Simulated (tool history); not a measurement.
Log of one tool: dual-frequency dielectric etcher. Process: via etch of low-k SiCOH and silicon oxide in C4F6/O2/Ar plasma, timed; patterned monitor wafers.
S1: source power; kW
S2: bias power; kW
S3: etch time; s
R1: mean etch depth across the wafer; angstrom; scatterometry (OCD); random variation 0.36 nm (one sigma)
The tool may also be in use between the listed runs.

| run | hour | S1 | S2 | S3 | R1 |
|---|---|---|---|---|---|
| 1 | 0.0 | 0.360 | 0.185 | 23.5 | 630.45 |
| 2 | 6.6 | 0.420 | 0.185 | 23.5 | 661.35 |
| 3 | 13.4 | 0.390 | 0.185 | 23.5 | 645.77 |
| 4 | 15.6 | 0.420 | 0.188 | 23.5 | 666.18 |
| 5 | 16.5 | 0.440 | 0.190 | 23.5 | 675.59 |
| 6 | 18.7 | 0.450 | 0.193 | 23.5 | 686.29 |
| 7 | 21.1 | 0.460 | 0.194 | 23.5 | 690.71 |

Forecast run 8:
| 8 | 28.2 | 0.460 | 0.194 | 23.5 | ? |

{"run 8": {"R1": 690.88}}
